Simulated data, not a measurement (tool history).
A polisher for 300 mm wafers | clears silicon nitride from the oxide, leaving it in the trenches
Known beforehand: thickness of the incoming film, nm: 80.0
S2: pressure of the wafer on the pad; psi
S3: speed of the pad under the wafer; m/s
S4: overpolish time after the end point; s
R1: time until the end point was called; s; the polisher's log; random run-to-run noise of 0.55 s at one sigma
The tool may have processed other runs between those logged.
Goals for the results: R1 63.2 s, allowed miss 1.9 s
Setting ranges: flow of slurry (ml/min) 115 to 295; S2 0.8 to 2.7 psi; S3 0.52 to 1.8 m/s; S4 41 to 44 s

Run 1, hour 0: flow of slurry (ml/min) 190, S2 1.7 psi, S3 1.16 m/s, S4 41 s. Result: R1 118.71 s.
Run 2, hour 7.2: flow of slurry (ml/min) 195, S2 1.9 psi, S3 1.16 m/s, S4 41 s. Result: R1 108.82 s.
Run 3, hour 13.6: flow of slurry (ml/min) 195, S2 2.1 psi, S3 1.2 m/s, S4 41 s. Result: R1 94.938 s.
Run 4, hour 19.9: flow of slurry (ml/min) 195, S2 2.3 psi, S3 1.2 m/s, S4 41 s. Result: R1 87.494 s.
Run 5, hour 26.1: flow of slurry (ml/min) 195, S2 2.3 psi, S3 1.4 m/s, S4 41 s. Result: R1 74.144 s.
Run 6, hour 32.9: flow of slurry (ml/min) 235, S2 2.3 psi, S3 1.4 m/s, S4 41 s. Result: R1 74.489 s.
Run 7, hour 38.6: flow of slurry (ml/min) 235, S2 2.4 psi, S3 1.4 m/s, S4 41 s. Result: R1 70.704 s.
Run 8, hour 41.5: flow of slurry (ml/min) 235, S2 2.5 psi, S3 1.4 m/s, S4 41 s. Result: R1 68.149 s.
Run 9, hour 44: flow of slurry (ml/min) 235, S2 2.6 psi, S3 1.4 m/s, S4 41 s. Result: R1 66.573 s.

Which of these 4 next moves meets every target?
Run A, hour 46.5: flow of slurry (ml/min) 275, S2 2.4 psi, S3 1.42 m/s, S4 41 s. Result: R1 ?.
Run B, hour 46.5: flow of slurry (ml/min) 180, S2 2.5 psi, S3 1.38 m/s, S4 42 s. Result: R1 ?.
Run C, hour 46.5: flow of slurry (ml/min) 245, S2 2.7 psi, S3 1.4 m/s, S4 44 s. Result: R1 ?.
Run D, hour 46.5: flow of slurry (ml/min) 250, S2 2.6 psi, S3 1.2 m/s, S4 41 s. Result: R1 ?.

move      R1
   A   68.96
   B  70.935
   C  63.148
   D  75.914
A: misses by more than the last run did
B: misses by more than the last run did
C: in spec on every target
D: misses by more than the last run did
The move that meets every target is C.

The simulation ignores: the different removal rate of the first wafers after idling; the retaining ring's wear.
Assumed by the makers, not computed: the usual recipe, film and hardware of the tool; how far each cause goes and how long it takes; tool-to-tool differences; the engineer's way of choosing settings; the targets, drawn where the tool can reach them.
